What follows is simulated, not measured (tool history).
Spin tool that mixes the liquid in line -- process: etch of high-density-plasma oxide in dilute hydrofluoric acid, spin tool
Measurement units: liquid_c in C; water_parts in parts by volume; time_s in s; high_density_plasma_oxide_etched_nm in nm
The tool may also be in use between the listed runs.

run,hour,liquid_c,water_parts,time_s,high_density_plasma_oxide_etched_nm
1,0,23,205,55,1.7797
2,5.7,24.5,205,55,1.8958
3,10.9,25.5,205,55,1.9515
4,15.9,25.5,255,55,1.497
5,21.5,25.5,285,55,1.2938
6,23.8,25.5,330,55,1.0618
7,28.5,27,300,55,1.2664

Run 8 has not been measured yet. What should we expect?
8,36.1,28,280,55,?

high_density_plasma_oxide_etched_nm: 1.4276 nm
